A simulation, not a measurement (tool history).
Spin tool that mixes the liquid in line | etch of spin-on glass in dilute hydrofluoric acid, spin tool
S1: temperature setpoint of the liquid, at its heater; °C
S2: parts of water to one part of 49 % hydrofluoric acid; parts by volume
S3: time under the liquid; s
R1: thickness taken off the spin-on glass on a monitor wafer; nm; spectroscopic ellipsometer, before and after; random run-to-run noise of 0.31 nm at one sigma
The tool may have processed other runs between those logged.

run 1 day=0 | S1=25 S2=155 S3=295 | R1=68.476
run 2 day=0.058 | S1=26.5 S2=155 S3=295 | R1=72.993
run 3 day=0.267 | S1=24 S2=155 S3=295 | R1=65.55
run 4 day=0.375 | S1=24 S2=155 S3=315 | R1=70.332
run 5 day=0.496 | S1=22.5 S2=155 S3=315 | R1=65.888
run 6 day=0.717 | S1=22.5 S2=155 S3=295 | R1=61.825
run 7 day=0.754 | S1=21.5 S2=155 S3=295 | R1=59.207
run 8 day=1.1 | S1=20.5 S2=155 S3=295 | R1=58.141
run 9 day=1.279 | S1=20 S2=160 S3=295 | R1=54.042
run 10 day=1.438 | S1=19.5 S2=160 S3=295 | R1=53.384

For run 11, what comes out?
-- day=1.688 thermometer replaced
run 11 day=1.688 | S1=19 S2=160 S3=295 | R1=?

{"run 11": {"R1": 56.719}}
